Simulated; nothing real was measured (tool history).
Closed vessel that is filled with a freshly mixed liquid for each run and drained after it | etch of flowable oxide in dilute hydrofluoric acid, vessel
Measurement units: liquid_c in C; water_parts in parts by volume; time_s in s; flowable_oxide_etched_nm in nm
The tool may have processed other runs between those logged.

Run 1, hour 0: liquid_c 22 C, water_parts 70 parts by volume, time_s 30 s. Result: flowable_oxide_etched_nm 23.739 nm.
Run 2, hour 8.5: liquid_c 24 C, water_parts 65 parts by volume, time_s 30 s. Result: flowable_oxide_etched_nm 27.998 nm.
Run 3, hour 14.5: liquid_c 24 C, water_parts 65 parts by volume, time_s 30 s. Result: flowable_oxide_etched_nm 28.271 nm.
Run 4, hour 22.2: liquid_c 24 C, water_parts 85 parts by volume, time_s 30 s. Result: flowable_oxide_etched_nm 21.137 nm.
Run 5, hour 31.5: liquid_c 24 C, water_parts 100 parts by volume, time_s 30 s. Result: flowable_oxide_etched_nm 17.372 nm.
Run 6, hour 33.3: liquid_c 24 C, water_parts 100 parts by volume, time_s 30 s. Result: flowable_oxide_etched_nm 17.397 nm.

Expected results for the next run?
Run 7, hour 35.3: liquid_c 25.5 C, water_parts 85 parts by volume, time_s 30 s. Result: flowable_oxide_etched_nm ?.

{"run 7": {"flowable_oxide_etched_nm": 22.21}}
